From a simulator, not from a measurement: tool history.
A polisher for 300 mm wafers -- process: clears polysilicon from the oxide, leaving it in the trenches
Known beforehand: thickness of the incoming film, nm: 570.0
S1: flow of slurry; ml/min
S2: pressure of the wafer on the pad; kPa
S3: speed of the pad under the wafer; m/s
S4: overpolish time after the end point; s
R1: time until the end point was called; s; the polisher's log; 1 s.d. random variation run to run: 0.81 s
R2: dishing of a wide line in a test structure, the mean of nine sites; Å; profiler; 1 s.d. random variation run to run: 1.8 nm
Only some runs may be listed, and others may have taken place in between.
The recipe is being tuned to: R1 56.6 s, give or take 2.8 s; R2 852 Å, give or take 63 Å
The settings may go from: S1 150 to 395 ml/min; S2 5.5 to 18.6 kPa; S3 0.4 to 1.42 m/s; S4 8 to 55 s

run 1 hour=0 | S1=250 S2=11.7 S3=0.9 S4=28 | R1=91.835 R2=855.81
run 2 hour=4.7 | S1=250 S2=13.1 S3=0.9 S4=25 | R1=78.856 R2=848.75
run 3 hour=11.1 | S1=250 S2=13.1 S3=0.82 S4=25 | R1=86.997 R2=848.97
run 4 hour=14.4 | S1=250 S2=13.8 S3=0.82 S4=23 | R1=82.325 R2=836.64
run 5 hour=20.9 | S1=250 S2=14.5 S3=0.82 S4=22 | R1=79.314 R2=825.25
run 6 hour=27.1 | S1=250 S2=14.5 S3=0.82 S4=16 | R1=80.042 R2=707.45
run 7 hour=35.7 | S1=250 S2=15.2 S3=0.82 S4=17 | R1=75.033 R2=782.9
run 8 hour=38.4 | S1=250 S2=15.9 S3=0.82 S4=17 | R1=72.245 R2=786.71
run 9 hour=46 | S1=250 S2=16.5 S3=0.82 S4=17 | R1=70.36 R2=790.48
run 10 hour=49.3 | S1=250 S2=17.2 S3=0.84 S4=17 | R1=67.018 R2=822.5
run 11 hour=55.4 | S1=250 S2=17.2 S3=0.86 S4=17 | R1=66.633 R2=789

Below are 4 possible settings for the next run. Only one of them brings all results inside the allowed miss of their targets. Which is it?
run A hour=61.5 | S1=190 S2=18.6 S3=1.08 S4=53 | R1=? R2=?
run B hour=61.5 | S1=250 S2=17.9 S3=0.96 S4=17 | R1=? R2=?
run C hour=61.5 | S1=150 S2=18.6 S3=0.88 S4=18 | R1=? R2=?
run D hour=61.5 | S1=380 S2=11.7 S3=1.16 S4=13 | R1=? R2=?

move=A R1=51.775 R2=944.71
move=B R1=57.464 R2=828.94
move=C R1=63.81 R2=817.03
move=D R1=69.557 R2=693.59
A: moves the result that the last run missed by most past its target, out the other side
B: meets every target
C: better than the last run, though not everything is in spec
D: further off than the last run
The move that meets every target is B.

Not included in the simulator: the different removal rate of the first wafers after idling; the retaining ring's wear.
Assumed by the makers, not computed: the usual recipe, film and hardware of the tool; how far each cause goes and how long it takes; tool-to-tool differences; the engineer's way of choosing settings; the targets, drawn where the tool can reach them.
